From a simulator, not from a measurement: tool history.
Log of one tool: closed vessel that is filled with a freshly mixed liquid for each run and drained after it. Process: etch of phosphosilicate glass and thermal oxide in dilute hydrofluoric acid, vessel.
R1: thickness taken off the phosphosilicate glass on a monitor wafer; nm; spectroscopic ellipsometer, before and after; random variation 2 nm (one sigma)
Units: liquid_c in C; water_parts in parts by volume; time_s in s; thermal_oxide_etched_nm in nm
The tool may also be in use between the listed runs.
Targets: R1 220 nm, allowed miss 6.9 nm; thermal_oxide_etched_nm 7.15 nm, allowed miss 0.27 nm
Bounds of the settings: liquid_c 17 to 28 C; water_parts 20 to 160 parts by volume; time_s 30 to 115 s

Run 1, hour 0: liquid_c 20 C, water_parts 90 parts by volume, time_s 60 s. Result: R1 96.96 nm, thermal_oxide_etched_nm 3.1957 nm.
Run 2, hour 5.5: liquid_c 21 C, water_parts 85 parts by volume, time_s 60 s. Result: R1 107.17 nm, thermal_oxide_etched_nm 3.5189 nm.
Run 3, hour 7.9: liquid_c 21 C, water_parts 85 parts by volume, time_s 45 s. Result: R1 80.307 nm, thermal_oxide_etched_nm 2.6108 nm.
Run 4, hour 16.7: liquid_c 22 C, water_parts 75 parts by volume, time_s 45 s. Result: R1 95.102 nm, thermal_oxide_etched_nm 3.1549 nm.
At hour 24.1: thermometer replaced.
Run 5, hour 24.1: liquid_c 22 C, water_parts 90 parts by volume, time_s 45 s. Result: R1 73.827 nm, thermal_oxide_etched_nm 2.3719 nm.
Run 6, hour 28: liquid_c 22 C, water_parts 70 parts by volume, time_s 45 s. Result: R1 94.61 nm, thermal_oxide_etched_nm 3.1284 nm.
Run 7, hour 30.3: liquid_c 23 C, water_parts 65 parts by volume, time_s 45 s. Result: R1 108.41 nm, thermal_oxide_etched_nm 3.5183 nm.
Run 8, hour 38.1: liquid_c 23.5 C, water_parts 60 parts by volume, time_s 45 s. Result: R1 120.93 nm, thermal_oxide_etched_nm 3.9583 nm.
Run 9, hour 39.8: liquid_c 24 C, water_parts 55 parts by volume, time_s 45 s. Result: R1 137.06 nm, thermal_oxide_etched_nm 4.4271 nm.
Run 10, hour 48.6: liquid_c 28 C, water_parts 30 parts by volume, time_s 45 s. Result: R1 302.96 nm, thermal_oxide_etched_nm 9.982 nm.
Run 11, hour 52.4: liquid_c 27.5 C, water_parts 30 parts by volume, time_s 45 s. Result: R1 293.49 nm, thermal_oxide_etched_nm 9.606 nm.
Run 12, hour 56.3: liquid_c 27 C, water_parts 30 parts by volume, time_s 45 s. Result: R1 289.49 nm, thermal_oxide_etched_nm 9.4155 nm.
Run 13, hour 58.3: liquid_c 26.5 C, water_parts 30 parts by volume, time_s 45 s. Result: R1 285.7 nm, thermal_oxide_etched_nm 9.0736 nm.
Run 14, hour 60.1: liquid_c 26 C, water_parts 30 parts by volume, time_s 45 s. Result: R1 279.36 nm, thermal_oxide_etched_nm 9.0142 nm.
Run 15, hour 65.3: liquid_c 25.5 C, water_parts 30 parts by volume, time_s 45 s. Result: R1 275.63 nm, thermal_oxide_etched_nm 8.9196 nm.
Run 16, hour 69.1: liquid_c 24.5 C, water_parts 30 parts by volume, time_s 45 s. Result: R1 262.19 nm, thermal_oxide_etched_nm 8.6451 nm.

4 next moves are on the table. One of them brings every result within its allowed miss. Which?
Run A, hour 72.9: liquid_c 26.5 C, water_parts 35 parts by volume, time_s 45 s. Result: R1 ?, thermal_oxide_etched_nm ?.
Run B, hour 72.9: liquid_c 26 C, water_parts 50 parts by volume, time_s 85 s. Result: R1 ?, thermal_oxide_etched_nm ?.
Run C, hour 72.9: liquid_c 27.5 C, water_parts 60 parts by volume, time_s 70 s. Result: R1 ?, thermal_oxide_etched_nm ?.
Run D, hour 72.9: liquid_c 20 C, water_parts 20 parts by volume, time_s 45 s. Result: R1 ?, thermal_oxide_etched_nm ?.

move      R1  thermal_oxide_etched_nm
   A  241.84                   8.0237
   B  306.75                   10.177
   C  220.44                   7.3135
   D   328.2                   10.889
A: nearer than the last run, and not there yet
B: further off than the last run
C: meets every target
D: further off than the last run
The right move is C.
